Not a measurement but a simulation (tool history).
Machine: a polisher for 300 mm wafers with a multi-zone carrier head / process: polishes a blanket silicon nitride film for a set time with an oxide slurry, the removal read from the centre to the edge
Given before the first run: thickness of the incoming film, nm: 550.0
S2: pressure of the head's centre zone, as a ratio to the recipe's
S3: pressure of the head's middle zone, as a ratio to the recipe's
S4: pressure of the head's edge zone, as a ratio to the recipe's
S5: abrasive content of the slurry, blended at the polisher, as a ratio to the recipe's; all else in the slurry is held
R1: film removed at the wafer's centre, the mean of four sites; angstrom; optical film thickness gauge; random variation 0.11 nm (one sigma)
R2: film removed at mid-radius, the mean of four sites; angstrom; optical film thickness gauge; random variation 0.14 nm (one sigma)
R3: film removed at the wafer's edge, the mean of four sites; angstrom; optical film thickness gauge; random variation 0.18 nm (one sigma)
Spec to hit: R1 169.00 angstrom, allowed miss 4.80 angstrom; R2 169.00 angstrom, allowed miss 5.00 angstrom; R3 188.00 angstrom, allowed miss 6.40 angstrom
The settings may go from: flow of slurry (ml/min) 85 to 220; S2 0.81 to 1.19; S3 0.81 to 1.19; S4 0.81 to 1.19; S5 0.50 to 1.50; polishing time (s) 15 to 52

Run 1, hour 0.0: flow of slurry (ml/min) 140, S2 1.00, S3 1.00, S4 1.00, S5 1.00, polishing time (s) 33. Result: R1 319.65 angstrom, R2 297.68 angstrom, R3 295.79 angstrom.
Run 2, hour 8.1: flow of slurry (ml/min) 140, S2 1.04, S3 1.00, S4 1.00, S5 1.00, polishing time (s) 33. Result: R1 331.16 angstrom, R2 293.27 angstrom, R3 296.60 angstrom.
Run 3, hour 15.9: flow of slurry (ml/min) 140, S2 1.04, S3 0.95, S4 1.00, S5 1.00, polishing time (s) 33. Result: R1 333.55 angstrom, R2 284.90 angstrom, R3 295.47 angstrom.
Run 4, hour 21.5: flow of slurry (ml/min) 140, S2 1.04, S3 0.95, S4 0.95, S5 1.00, polishing time (s) 33. Result: R1 331.40 angstrom, R2 285.16 angstrom, R3 295.13 angstrom.
Run 5, hour 27.6: flow of slurry (ml/min) 140, S2 1.04, S3 0.95, S4 0.95, S5 1.00, polishing time (s) 24. Result: R1 243.15 angstrom, R2 206.31 angstrom, R3 218.04 angstrom.
At hour 28.9: centre zone pressure recalibrated.
Run 6, hour 28.9: flow of slurry (ml/min) 140, S2 1.04, S3 0.95, S4 1.00, S5 1.00, polishing time (s) 24. Result: R1 227.65 angstrom, R2 205.54 angstrom, R3 217.74 angstrom.
Run 7, hour 36.5: flow of slurry (ml/min) 130, S2 1.00, S3 0.93, S4 1.00, S5 0.90, polishing time (s) 24. Result: R1 203.76 angstrom, R2 188.93 angstrom, R3 204.70 angstrom.
Run 8, hour 44.1: flow of slurry (ml/min) 120, S2 0.98, S3 0.92, S4 0.99, S5 0.90, polishing time (s) 24. Result: R1 194.50 angstrom, R2 186.72 angstrom, R3 203.74 angstrom.
Run 9, hour 47.0: flow of slurry (ml/min) 115, S2 0.97, S3 0.91, S4 0.98, S5 0.85, polishing time (s) 24. Result: R1 186.69 angstrom, R2 177.24 angstrom, R3 193.97 angstrom.
Run 10, hour 49.6: flow of slurry (ml/min) 105, S2 0.96, S3 0.91, S4 0.98, S5 0.85, polishing time (s) 24. Result: R1 180.33 angstrom, R2 171.17 angstrom, R3 192.93 angstrom.
Run 11, hour 57.7: flow of slurry (ml/min) 100, S2 0.95, S3 0.92, S4 0.98, S5 0.85, polishing time (s) 24. Result: R1 176.10 angstrom, R2 172.49 angstrom, R3 190.06 angstrom.
Run 12, hour 60.4: flow of slurry (ml/min) 95, S2 0.95, S3 0.92, S4 0.98, S5 0.85, polishing time (s) 24. Result: R1 175.95 angstrom, R2 168.74 angstrom, R3 191.30 angstrom.

Of the 4 settings listed for the next run, only one would bring every result within its allowed miss of target. Which one?
Run A, hour 63.1: flow of slurry (ml/min) 130, S2 0.91, S3 0.90, S4 1.02, S5 0.90, polishing time (s) 22. Result: R1 ?, R2 ?, R3 ?.
Run B, hour 63.1: flow of slurry (ml/min) 85, S2 0.91, S3 0.81, S4 0.87, S5 0.80, polishing time (s) 26. Result: R1 ?, R2 ?, R3 ?.
Run C, hour 63.1: flow of slurry (ml/min) 85, S2 0.91, S3 0.81, S4 1.16, S5 1.05, polishing time (s) 22. Result: R1 ?, R2 ?, R3 ?.
Run D, hour 63.1: flow of slurry (ml/min) 100, S2 0.92, S3 0.84, S4 0.96, S5 0.80, polishing time (s) 26. Result: R1 ?, R2 ?, R3 ?.

move      R1      R2      R3
   A  169.85  168.63  188.80
   B  169.89  156.72  185.44
   C  166.50  153.53  203.15
   D  178.80  167.26  196.85
A: meets every target
B: brings the result that was furthest off to its target, and leaves another outside
C: brings the result that was furthest off to its target, and leaves another outside
D: further off than the last run
Answer: A
